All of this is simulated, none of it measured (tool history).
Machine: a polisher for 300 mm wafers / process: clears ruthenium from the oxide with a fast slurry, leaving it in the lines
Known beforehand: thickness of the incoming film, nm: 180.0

run	hour	flow of slurry (ml/min)	pressure of the wafer on the pad (psi)	speed of the pad under the wafer (cm/s)	abrasive content of the slurry	overpolish time after the end point (s)	time until the end point was called (s)	dishing of a wide line in a test structure (nm)
1	0	130	1.8	106	1	10	50.351	27.211
2	7.3	130	1.8	88	1	10	58.093	23.967
3	13.5	130	1.8	88	1.15	10	52.901	25.736
4	14.3	125	1.7	88	1.15	10	56.523	24.992
5	20.9	125	1.5	88	1.15	10	65.184	21.676
6	28.5	125	1.5	88	1.15	12	64.974	26.231
7	29.9	105	1.2	88	1.15	12	82.595	20.41
8	31.1	110	1.2	88	1.15	12	80.516	20.201

Expected results for the next run?
9	31.8	115	1.2	88	1.15	12	?	?

{"run 9": {"time until the end point was called (s)": 82.865, "dishing of a wide line in a test structure (nm)": 20.782}}
